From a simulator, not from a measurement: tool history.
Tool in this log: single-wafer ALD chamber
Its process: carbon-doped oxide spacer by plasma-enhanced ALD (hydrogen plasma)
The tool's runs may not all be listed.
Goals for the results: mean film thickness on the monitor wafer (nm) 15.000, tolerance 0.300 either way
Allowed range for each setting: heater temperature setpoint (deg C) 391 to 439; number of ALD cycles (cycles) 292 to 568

run,hour,heater temperature setpoint (deg C),number of ALD cycles (cycles),mean film thickness on the monitor wafer (nm)
1,0.0,415,430,19.005
2,4.6,419,406,17.716
3,7.2,425,406,17.339
4,7.8,427,392,16.587
5,14.4,435,392,16.312
6,17.3,436,383,15.711
7,19.2,437,379,15.450
8,20.8,437,376,15.538
9,28.2,438,359,14.698

Next run, 4 choices. One meets every target within its allowed miss, the rest don't. Which?
A,35.6,439,339,?
B,35.6,438,369,?
C,35.6,439,344,?
D,35.6,429,336,?

move,mean film thickness on the monitor wafer (nm)
A,13.881
B,15.161
C,14.086
D,14.226
A: its largest miss is bigger than the last run's
B: every result lands within tolerance
C: its largest miss is bigger than the last run's
D: its largest miss is bigger than the last run's
Correct choice: B, which meets every target

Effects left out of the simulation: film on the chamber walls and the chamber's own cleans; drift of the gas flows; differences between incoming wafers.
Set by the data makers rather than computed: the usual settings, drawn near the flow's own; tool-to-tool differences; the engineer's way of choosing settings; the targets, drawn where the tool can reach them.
